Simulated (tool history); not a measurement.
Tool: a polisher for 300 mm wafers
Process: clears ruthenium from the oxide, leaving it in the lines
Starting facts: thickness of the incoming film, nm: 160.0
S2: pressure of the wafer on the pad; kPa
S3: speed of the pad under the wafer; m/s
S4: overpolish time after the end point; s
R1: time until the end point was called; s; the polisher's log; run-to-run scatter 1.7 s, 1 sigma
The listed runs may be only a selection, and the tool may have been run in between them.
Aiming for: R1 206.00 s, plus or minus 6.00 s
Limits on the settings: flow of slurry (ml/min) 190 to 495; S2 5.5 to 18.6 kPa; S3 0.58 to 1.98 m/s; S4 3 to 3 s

run 1 hour=0.0 | flow_of_slurry_(ml/min)=320 S2=11.7 S3=1.28 S4=3 | R1=136.42
run 2 hour=6.9 | flow_of_slurry_(ml/min)=320 S2=11.0 S3=1.28 S4=3 | R1=142.23
run 3 hour=9.6 | flow_of_slurry_(ml/min)=320 S2=10.3 S3=1.28 S4=3 | R1=147.48
run 4 hour=17.6 | flow_of_slurry_(ml/min)=320 S2=9.7 S3=1.28 S4=3 | R1=156.16
run 5 hour=26.4 | flow_of_slurry_(ml/min)=245 S2=9.7 S3=1.28 S4=3 | R1=161.03
run 6 hour=27.9 | flow_of_slurry_(ml/min)=245 S2=11.7 S3=1.28 S4=3 | R1=139.03
run 7 hour=31.7 | flow_of_slurry_(ml/min)=245 S2=10.3 S3=1.28 S4=3 | R1=155.32
run 8 hour=34.1 | flow_of_slurry_(ml/min)=240 S2=9.7 S3=1.28 S4=3 | R1=161.60
run 9 hour=41.3 | flow_of_slurry_(ml/min)=240 S2=9.7 S3=1.28 S4=3 | R1=160.32
run 10 hour=45.6 | flow_of_slurry_(ml/min)=240 S2=9.0 S3=1.28 S4=3 | R1=171.46
run 11 hour=48.3 | flow_of_slurry_(ml/min)=240 S2=8.3 S3=1.28 S4=3 | R1=184.17
run 12 hour=53.3 | flow_of_slurry_(ml/min)=240 S2=8.3 S3=1.28 S4=3 | R1=182.13
run 13 hour=58.2 | flow_of_slurry_(ml/min)=235 S2=7.6 S3=1.28 S4=3 | R1=194.61

Next run, 5 choices. One meets every target within its allowed miss, the rest don't. Which?
run A hour=63.1 | flow_of_slurry_(ml/min)=235 S2=9.0 S3=1.20 S4=3 | R1=?
run B hour=63.1 | flow_of_slurry_(ml/min)=285 S2=6.2 S3=1.40 S4=3 | R1=?
run C hour=63.1 | flow_of_slurry_(ml/min)=255 S2=6.9 S3=1.46 S4=3 | R1=?
run D hour=63.1 | flow_of_slurry_(ml/min)=270 S2=6.9 S3=1.20 S4=3 | R1=?
run E hour=63.1 | flow_of_slurry_(ml/min)=230 S2=8.3 S3=1.30 S4=3 | R1=?

move=A R1=182.24
move=B R1=204.53
move=C R1=183.05
move=D R1=220.72
move=E R1=179.69
A: lands further from the targets than the last run did
B: meets every target
C: lands further from the targets than the last run did
D: carries the result that was furthest off beyond its target, to the other side
E: lands further from the targets than the last run did
The right move is B.
